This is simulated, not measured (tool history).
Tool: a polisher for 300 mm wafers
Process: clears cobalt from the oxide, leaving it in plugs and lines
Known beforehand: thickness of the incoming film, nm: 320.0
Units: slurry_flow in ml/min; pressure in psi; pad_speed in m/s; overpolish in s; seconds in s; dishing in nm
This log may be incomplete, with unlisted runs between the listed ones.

run 1 hour=0.0 | slurry_flow=245 pressure=1.9 pad_speed=1.14 overpolish=21 | seconds=46.733 dishing=61.135
run 2 hour=7.2 | slurry_flow=245 pressure=1.9 pad_speed=0.96 overpolish=21 | seconds=53.051 dishing=58.348
run 3 hour=11.2 | slurry_flow=240 pressure=1.9 pad_speed=0.88 overpolish=18 | seconds=60.695 dishing=52.375
run 4 hour=12.3 | slurry_flow=225 pressure=2.0 pad_speed=0.82 overpolish=16 | seconds=63.050 dishing=48.193
run 5 hour=19.2 | slurry_flow=210 pressure=2.2 pad_speed=0.76 overpolish=14 | seconds=60.473 dishing=45.671
run 6 hour=22.5 | slurry_flow=210 pressure=2.2 pad_speed=0.76 overpolish=21 | seconds=62.092 dishing=54.511
run 7 hour=30.0 | slurry_flow=200 pressure=2.3 pad_speed=0.72 overpolish=18 | seconds=66.570 dishing=49.448
run 8 hour=38.8 | slurry_flow=190 pressure=2.4 pad_speed=0.68 overpolish=16 | seconds=66.563 dishing=47.882
run 9 hour=44.6 | slurry_flow=145 pressure=2.7 pad_speed=0.52 overpolish=6 | seconds=80.160 dishing=19.695
run 10 hour=47.4 | slurry_flow=165 pressure=2.7 pad_speed=0.52 overpolish=6 | seconds=79.290 dishing=20.560
run 11 hour=52.1 | slurry_flow=165 pressure=2.7 pad_speed=0.52 overpolish=6 | seconds=81.343 dishing=21.089
run 12 hour=54.2 | slurry_flow=180 pressure=2.7 pad_speed=0.54 overpolish=6 | seconds=76.479 dishing=21.946
run 13 hour=60.3 | slurry_flow=200 pressure=2.7 pad_speed=0.56 overpolish=6 | seconds=72.725 dishing=22.189
run 14 hour=65.1 | slurry_flow=210 pressure=2.7 pad_speed=0.58 overpolish=6 | seconds=69.408 dishing=23.611
run 15 hour=70.6 | slurry_flow=210 pressure=2.7 pad_speed=0.58 overpolish=6 | seconds=70.931 dishing=23.400
run 16 hour=75.8 | slurry_flow=225 pressure=2.7 pad_speed=0.60 overpolish=6 | seconds=68.630 dishing=24.792
run 17 hour=76.6 | slurry_flow=235 pressure=2.7 pad_speed=0.60 overpolish=6 | seconds=65.971 dishing=23.923

What will run 18 give?
run 18 hour=79.5 | slurry_flow=245 pressure=2.6 pad_speed=0.62 overpolish=6 | seconds=? dishing=?

{"run 18": {"seconds": 65.815, "dishing": 24.33}}

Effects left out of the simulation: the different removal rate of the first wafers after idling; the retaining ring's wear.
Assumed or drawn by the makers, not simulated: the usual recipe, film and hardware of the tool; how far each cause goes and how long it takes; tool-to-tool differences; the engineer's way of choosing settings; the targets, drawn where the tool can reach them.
